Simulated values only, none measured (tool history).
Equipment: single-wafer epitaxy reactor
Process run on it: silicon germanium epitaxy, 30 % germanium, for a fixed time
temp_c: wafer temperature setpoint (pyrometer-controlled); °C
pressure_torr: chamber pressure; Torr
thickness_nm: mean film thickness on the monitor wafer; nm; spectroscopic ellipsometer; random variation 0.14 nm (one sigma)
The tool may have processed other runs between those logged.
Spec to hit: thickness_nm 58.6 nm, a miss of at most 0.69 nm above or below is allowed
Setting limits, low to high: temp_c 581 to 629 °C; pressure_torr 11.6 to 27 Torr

Run 1, hour 0: temp_c 605 °C, pressure_torr 19.3 Torr. Result: thickness_nm 65.389 nm.
Run 2, hour 6.9: temp_c 603 °C, pressure_torr 19.3 Torr. Result: thickness_nm 62.988 nm.
Run 3, hour 14.8: temp_c 611 °C, pressure_torr 19.3 Torr. Result: thickness_nm 74.228 nm.
Run 4, hour 17.1: temp_c 616 °C, pressure_torr 19.3 Torr. Result: thickness_nm 81.642 nm.
Run 5, hour 25.4: temp_c 610 °C, pressure_torr 19.3 Torr. Result: thickness_nm 72.666 nm.
Run 6, hour 28.8: temp_c 618 °C, pressure_torr 19.3 Torr. Result: thickness_nm 85.267 nm.
Run 7, hour 36.2: temp_c 612 °C, pressure_torr 19.3 Torr. Result: thickness_nm 75.607 nm.
Run 8, hour 40.2: temp_c 612 °C, pressure_torr 19.3 Torr. Result: thickness_nm 75.444 nm.
Run 9, hour 41: temp_c 608 °C, pressure_torr 19.3 Torr. Result: thickness_nm 69.779 nm.
Run 10, hour 47: temp_c 605 °C, pressure_torr 19.3 Torr. Result: thickness_nm 65.521 nm.
Run 11, hour 55.6: temp_c 605 °C, pressure_torr 19.3 Torr. Result: thickness_nm 65.57 nm.
Run 12, hour 58: temp_c 603 °C, pressure_torr 19.3 Torr. Result: thickness_nm 62.69 nm.
Run 13, hour 62.5: temp_c 602 °C, pressure_torr 19.3 Torr. Result: thickness_nm 61.716 nm.
Run 14, hour 69.7: temp_c 601 °C, pressure_torr 19.3 Torr. Result: thickness_nm 60.499 nm.

Next run, 5 choices. One meets every target within its allowed miss, the rest don't. Which?
Run A, hour 76.9: temp_c 596 °C, pressure_torr 20.6 Torr. Result: thickness_nm ?.
Run B, hour 76.9: temp_c 597 °C, pressure_torr 20.3 Torr. Result: thickness_nm ?.
Run C, hour 76.9: temp_c 598 °C, pressure_torr 19.7 Torr. Result: thickness_nm ?.
Run D, hour 76.9: temp_c 602 °C, pressure_torr 16.7 Torr. Result: thickness_nm ?.
Run E, hour 76.9: temp_c 601 °C, pressure_torr 18.3 Torr. Result: thickness_nm ?.

move  thickness_nm
   A          56.4
   B        57.109
   C        57.297
   D        56.213
   E        58.341
A: moves the result that the last run missed by most past its target, out the other side
B: moves the result that the last run missed by most past its target, out the other side
C: moves the result that the last run missed by most past its target, out the other side
D: moves the result that the last run missed by most past its target, out the other side
E: every result lands within tolerance
The right move is E.

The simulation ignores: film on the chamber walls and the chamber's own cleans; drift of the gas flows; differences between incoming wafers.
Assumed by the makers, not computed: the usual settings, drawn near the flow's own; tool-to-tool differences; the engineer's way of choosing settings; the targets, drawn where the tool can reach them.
